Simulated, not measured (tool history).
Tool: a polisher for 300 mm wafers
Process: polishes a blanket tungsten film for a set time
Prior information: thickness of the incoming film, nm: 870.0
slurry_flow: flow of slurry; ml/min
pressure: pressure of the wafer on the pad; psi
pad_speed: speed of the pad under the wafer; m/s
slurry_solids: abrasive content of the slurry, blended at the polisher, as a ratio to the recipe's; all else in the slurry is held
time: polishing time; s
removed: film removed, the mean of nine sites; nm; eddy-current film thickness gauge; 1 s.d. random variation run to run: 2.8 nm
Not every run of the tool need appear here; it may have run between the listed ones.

run	hour	slurry_flow	pressure	pad_speed	slurry_solids	time	removed
1	0.0	215	3.3	1.04	1.0	47	183.59
2	4.5	215	3.5	1.04	1.0	47	191.72
3	7.5	170	3.5	1.04	1.0	47	183.24
4	11.7	185	3.7	1.04	1.0	47	194.41
5	20.6	185	3.7	1.04	1.0	47	195.96
6	21.5	185	3.7	1.14	1.0	47	209.25
7	22.6	195	3.8	1.14	1.0	47	220.44

Forecast run 8:
8	31.2	205	3.9	1.14	1.0	47	?

Run 8 produced removed 224.17 nm.
